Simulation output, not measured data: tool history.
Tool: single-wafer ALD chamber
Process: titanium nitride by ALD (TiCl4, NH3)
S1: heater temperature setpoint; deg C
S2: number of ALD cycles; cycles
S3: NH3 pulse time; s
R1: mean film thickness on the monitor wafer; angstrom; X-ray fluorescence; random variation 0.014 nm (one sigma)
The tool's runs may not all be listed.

run	hour	S1	S2	S3	R1
1	0.0	380	136	1.74	30.230
2	4.0	376	136	1.55	30.059
3	9.6	376	136	1.55	30.133
4	16.7	376	136	1.34	29.510
5	22.4	371	136	1.34	29.255
6	27.0	371	141	1.34	30.074
7	28.3	370	140	1.29	29.945
8	37.1	358	136	0.73	25.217

Forecast run 9:
9	42.7	361	137	0.73	?

Run 9 gave R1 25.944 angstrom.
